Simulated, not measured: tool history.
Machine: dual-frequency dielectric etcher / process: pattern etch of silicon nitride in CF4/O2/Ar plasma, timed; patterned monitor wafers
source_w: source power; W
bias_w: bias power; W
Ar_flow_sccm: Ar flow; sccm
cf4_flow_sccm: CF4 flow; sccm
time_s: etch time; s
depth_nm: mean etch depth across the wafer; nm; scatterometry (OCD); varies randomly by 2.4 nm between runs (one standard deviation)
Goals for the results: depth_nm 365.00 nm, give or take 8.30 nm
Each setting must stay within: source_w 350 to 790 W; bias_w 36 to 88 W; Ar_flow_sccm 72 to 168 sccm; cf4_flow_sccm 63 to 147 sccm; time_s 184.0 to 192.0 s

run,hour,source_w,bias_w,Ar_flow_sccm,cf4_flow_sccm,time_s,depth_nm
1,0.0,570,62,120,105,184.0,438.69
2,7.5,570,62,120,105,184.0,444.92
3,14.3,570,52,120,105,184.0,420.25
4,18.4,570,52,120,105,184.0,420.48
5,23.1,570,52,138,105,184.0,414.05
6,24.1,560,52,138,105,184.0,405.29
7,31.5,550,52,138,105,184.0,391.29
8,33.1,540,52,138,105,184.0,387.17

4 next moves are on the table. One of them brings every result within its allowed miss. Which?
A,34.7,520,63,128,96,192.0,?
B,34.7,570,49,138,105,185.5,?
C,34.7,550,51,131,100,187.0,?
D,34.7,530,41,155,116,190.0,?

move,depth_nm
A,417.69
B,407.89
C,401.58
D,364.01
A: misses by more than the last run did
B: misses by more than the last run did
C: misses by more than the last run did
D: all results land within tolerance of their targets
Answer: D

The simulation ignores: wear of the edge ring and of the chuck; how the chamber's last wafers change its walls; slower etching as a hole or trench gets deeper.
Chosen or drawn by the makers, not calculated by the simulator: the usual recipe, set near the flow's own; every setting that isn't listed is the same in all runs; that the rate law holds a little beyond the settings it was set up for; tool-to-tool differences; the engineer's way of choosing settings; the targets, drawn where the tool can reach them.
